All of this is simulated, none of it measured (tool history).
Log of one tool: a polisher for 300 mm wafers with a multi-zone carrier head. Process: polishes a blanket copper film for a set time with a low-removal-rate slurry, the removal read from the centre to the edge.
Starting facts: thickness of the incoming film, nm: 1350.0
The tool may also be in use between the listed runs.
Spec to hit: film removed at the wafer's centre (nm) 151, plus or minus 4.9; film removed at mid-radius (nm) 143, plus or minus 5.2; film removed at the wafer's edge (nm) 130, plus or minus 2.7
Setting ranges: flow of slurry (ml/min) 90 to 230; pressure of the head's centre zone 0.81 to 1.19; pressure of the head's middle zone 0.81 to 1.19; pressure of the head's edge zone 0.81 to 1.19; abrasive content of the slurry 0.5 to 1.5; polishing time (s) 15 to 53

run    day  flow of slurry (ml/min)  pressure of the head's centre zone  pressure of the head's middle zone  pressure of the head's edge zone  abrasive content of the slurry  polishing time (s)  film removed at the wafer's centre (nm)  film removed at mid-radius (nm)  film removed at the wafer's edge (nm)
  1      0                      150                                   1                                   1                                 1                               1                  34                                   98.581                           100.79                                 95.589
  2  0.142                      175                                   1                                   1                                 1                               1                  34                                   101.73                           103.44                                 96.224
  3    0.3                      175                                   1                                   1                                 1                             1.2                  34                                   105.91                           107.45                                 101.52
  4  0.354                      175                                1.08                                   1                                 1                             1.2                  34                                   113.53                            107.1                                 101.53
  5  0.417                      185                                 1.1                                1.03                              1.03                            1.25                  35                                   121.88                           114.69                                 107.08
  6  0.771                      190                                1.11                                1.05                              1.05                             1.3                  36                                   128.23                           119.58                                  113.1
  7  0.888                      195                                1.12                                1.08                              1.06                            1.35                  37                                   135.39                           128.15                                  117.9
  8  1.062                      200                                1.13                                 1.1                              1.08                             1.4                  37                                   137.89                           130.71                                 119.95
  9  1.221                      205                                1.14                                1.11                              1.09                             1.4                  37                                   139.56                           132.39                                 122.11
 10   1.55                      210                                1.15                                1.12                               1.1                             1.4                  37                                   139.42                           134.12                                 122.27
 11  1.717                      215                                1.16                                1.13                              1.11                             1.4                  37                                   142.55                           135.75                                 124.63
 12  1.825                      220                                1.17                                1.14                              1.11                             1.4                  37                                   143.82                           136.25                                 123.69
     2.117  -- edge zone pressure recalibrated
 13  2.117                      220                                1.17                                1.14                              1.12                             1.4                  37                                   143.06                           137.57                                 129.66

Exactly one of the 5 candidate moves below puts every result within its allowed miss. Which one?
  A  2.408                      175                                1.18                                1.15                              1.03                            1.45                  39                                        ?                                ?                                      ?
  B  2.408                      220                                1.16                                 1.1                              1.13                             1.4                  36                                        ?                                ?                                      ?
  C  2.408                      200                                1.18                                1.06                              1.15                             1.4                  37                                        ?                                ?                                      ?
  D  2.408                      220                                1.14                                1.15                              1.14                             1.4                  36                                        ?                                ?                                      ?
  E  2.408                      230                                1.11                                1.19                              1.09                            1.35                  37                                        ?                                ?                                      ?

move  film removed at the wafer's centre (nm)  film removed at mid-radius (nm)  film removed at the wafer's edge (nm)
   A                                   151.22                           139.73                                 131.22
   B                                   140.99                            128.3                                 128.89
   C                                    145.3                           127.18                                 132.48
   D                                   138.62                           132.05                                 129.41
   E                                   138.45                            138.4                                 129.38
A: hits every target within its allowed miss
B: lands further from the targets than the last run did
C: lands further from the targets than the last run did
D: lands further from the targets than the last run did
E: lands further from the targets than the last run did
Move A is the one to make.

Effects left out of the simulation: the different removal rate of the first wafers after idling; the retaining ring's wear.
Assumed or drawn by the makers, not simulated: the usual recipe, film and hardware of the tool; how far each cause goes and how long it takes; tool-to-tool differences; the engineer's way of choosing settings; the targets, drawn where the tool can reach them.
